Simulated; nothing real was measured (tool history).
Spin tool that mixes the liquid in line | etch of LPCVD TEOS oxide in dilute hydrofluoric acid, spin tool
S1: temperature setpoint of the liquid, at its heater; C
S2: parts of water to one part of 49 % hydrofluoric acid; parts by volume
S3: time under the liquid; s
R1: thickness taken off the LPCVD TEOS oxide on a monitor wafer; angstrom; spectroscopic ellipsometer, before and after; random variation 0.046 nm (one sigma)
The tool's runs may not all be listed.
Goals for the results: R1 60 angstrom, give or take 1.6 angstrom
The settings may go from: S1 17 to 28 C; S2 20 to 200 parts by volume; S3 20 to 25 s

Run 1, day 0: S1 20 C, S2 110 parts by volume, S3 25 s. Result: R1 36.495 angstrom.
Run 2, day 0.121: S1 21 C, S2 110 parts by volume, S3 25 s. Result: R1 37.673 angstrom.
Run 3, day 0.433: S1 22 C, S2 105 parts by volume, S3 25 s. Result: R1 41.634 angstrom.
Run 4, day 0.475: S1 20.5 C, S2 105 parts by volume, S3 25 s. Result: R1 38.631 angstrom.
Run 5, day 0.704: S1 20.5 C, S2 125 parts by volume, S3 25 s. Result: R1 31.937 angstrom.
Run 6, day 0.846: S1 18.5 C, S2 125 parts by volume, S3 25 s. Result: R1 29.715 angstrom.
Run 7, day 1.208: S1 19.5 C, S2 120 parts by volume, S3 25 s. Result: R1 32.847 angstrom.
Run 8, day 1.329: S1 20.5 C, S2 115 parts by volume, S3 25 s. Result: R1 34.877 angstrom.
Run 9, day 1.479: S1 21.5 C, S2 110 parts by volume, S3 25 s. Result: R1 38.202 angstrom.
Run 10, day 1.512: S1 22 C, S2 105 parts by volume, S3 25 s. Result: R1 40.949 angstrom.
Run 11, day 1.883: S1 22.5 C, S2 105 parts by volume, S3 25 s. Result: R1 41.849 angstrom.
Run 12, day 2.25: S1 23 C, S2 105 parts by volume, S3 25 s. Result: R1 42.305 angstrom.
Run 13, day 2.383: S1 23.5 C, S2 105 parts by volume, S3 25 s. Result: R1 44.043 angstrom.
Run 14, day 2.746: S1 24 C, S2 105 parts by volume, S3 25 s. Result: R1 44.74 angstrom.
Run 15, day 2.867: S1 24.5 C, S2 105 parts by volume, S3 25 s. Result: R1 46.099 angstrom.
Run 16, day 3.108: S1 25 C, S2 105 parts by volume, S3 25 s. Result: R1 46.274 angstrom.
Run 17, day 3.412: S1 25.5 C, S2 105 parts by volume, S3 25 s. Result: R1 47.847 angstrom.
Run 18, day 3.633: S1 28 C, S2 90 parts by volume, S3 25 s. Result: R1 62.389 angstrom.

Consider the 5 candidate settings below. Which is the only one whose results all fall within their allowed miss of target?
Run A, day 3.854: S1 27.5 C, S2 80 parts by volume, S3 20 s. Result: R1 ?.
Run B, day 3.854: S1 25.5 C, S2 75 parts by volume, S3 20 s. Result: R1 ?.
Run C, day 3.854: S1 28 C, S2 100 parts by volume, S3 25 s. Result: R1 ?.
Run D, day 3.854: S1 27 C, S2 90 parts by volume, S3 25 s. Result: R1 ?.
Run E, day 3.854: S1 27.5 C, S2 70 parts by volume, S3 20 s. Result: R1 ?.

move      R1
   A  56.123
   B    55.7
   C  55.678
   D  60.332
   E  65.038
A: takes the biggest miss from the last run beyond its target
B: takes the biggest miss from the last run beyond its target
C: takes the biggest miss from the last run beyond its target
D: all results in spec
E: the biggest miss grows against the last run
D is the move that brings every result within its allowed miss.
